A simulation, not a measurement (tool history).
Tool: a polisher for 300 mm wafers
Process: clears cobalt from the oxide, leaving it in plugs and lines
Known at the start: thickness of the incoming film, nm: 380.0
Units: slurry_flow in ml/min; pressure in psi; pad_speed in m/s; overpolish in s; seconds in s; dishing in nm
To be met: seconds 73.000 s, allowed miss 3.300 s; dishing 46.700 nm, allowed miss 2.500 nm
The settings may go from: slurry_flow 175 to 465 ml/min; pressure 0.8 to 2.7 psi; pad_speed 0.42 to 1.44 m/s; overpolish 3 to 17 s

{"run": 1, "hour": 0.0, "slurry_flow": 295, "pressure": 1.7, "pad_speed": 0.92, "overpolish": 9, "seconds": 108.56, "dishing": 24.201}
{"run": 2, "hour": 7.1, "slurry_flow": 295, "pressure": 1.8, "pad_speed": 0.92, "overpolish": 9, "seconds": 103.75, "dishing": 25.381}
{"run": 3, "hour": 12.0, "slurry_flow": 295, "pressure": 1.8, "pad_speed": 0.92, "overpolish": 12, "seconds": 101.29, "dishing": 31.022}
{"run": 4, "hour": 14.2, "slurry_flow": 295, "pressure": 1.9, "pad_speed": 0.92, "overpolish": 12, "seconds": 98.858, "dishing": 32.285}
{"run": 5, "hour": 21.5, "slurry_flow": 295, "pressure": 2.0, "pad_speed": 0.92, "overpolish": 12, "seconds": 92.13, "dishing": 33.11}
{"run": 6, "hour": 24.5, "slurry_flow": 295, "pressure": 2.0, "pad_speed": 0.92, "overpolish": 9, "seconds": 94.133, "dishing": 27.67}
{"run": 7, "hour": 32.6, "slurry_flow": 295, "pressure": 2.1, "pad_speed": 0.92, "overpolish": 10, "seconds": 89.377, "dishing": 30.625}
{"run": 8, "hour": 34.4, "slurry_flow": 295, "pressure": 2.3, "pad_speed": 0.92, "overpolish": 12, "seconds": 81.013, "dishing": 37.013}
{"run": 9, "hour": 35.0, "slurry_flow": 295, "pressure": 2.4, "pad_speed": 0.92, "overpolish": 13, "seconds": 78.527, "dishing": 39.12}
{"run": 10, "hour": 38.6, "slurry_flow": 295, "pressure": 2.4, "pad_speed": 0.92, "overpolish": 13, "seconds": 78.711, "dishing": 40.202}
{"hour": 43.1, "done": "worn pad replaced by a new one"}
{"run": 11, "hour": 43.1, "slurry_flow": 295, "pressure": 2.5, "pad_speed": 0.92, "overpolish": 14, "seconds": 65.648, "dishing": 46.048}

Which of these 5 next moves meets every target?
{"run": "A", "hour": 47.6, "slurry_flow": 255, "pressure": 2.7, "pad_speed": 0.86, "overpolish": 14, "seconds": "?", "dishing": "?"}
{"run": "B", "hour": 47.6, "slurry_flow": 310, "pressure": 2.3, "pad_speed": 1.02, "overpolish": 14, "seconds": "?", "dishing": "?"}
{"run": "C", "hour": 47.6, "slurry_flow": 270, "pressure": 2.4, "pad_speed": 0.86, "overpolish": 16, "seconds": "?", "dishing": "?"}
{"run": "D", "hour": 47.6, "slurry_flow": 315, "pressure": 2.3, "pad_speed": 1.02, "overpolish": 14, "seconds": "?", "dishing": "?"}
{"run": "E", "hour": 47.6, "slurry_flow": 285, "pressure": 2.6, "pad_speed": 0.88, "overpolish": 14, "seconds": "?", "dishing": "?"}

move=A seconds=65.420 dishing=46.608
move=B seconds=63.985 dishing=47.161
move=C seconds=73.121 dishing=47.202
move=D seconds=63.918 dishing=47.187
move=E seconds=65.869 dishing=46.441
A: as far off as the last run
B: further off than the last run
C: meets every target
D: further off than the last run
E: as far off as the last run
The right move is C.
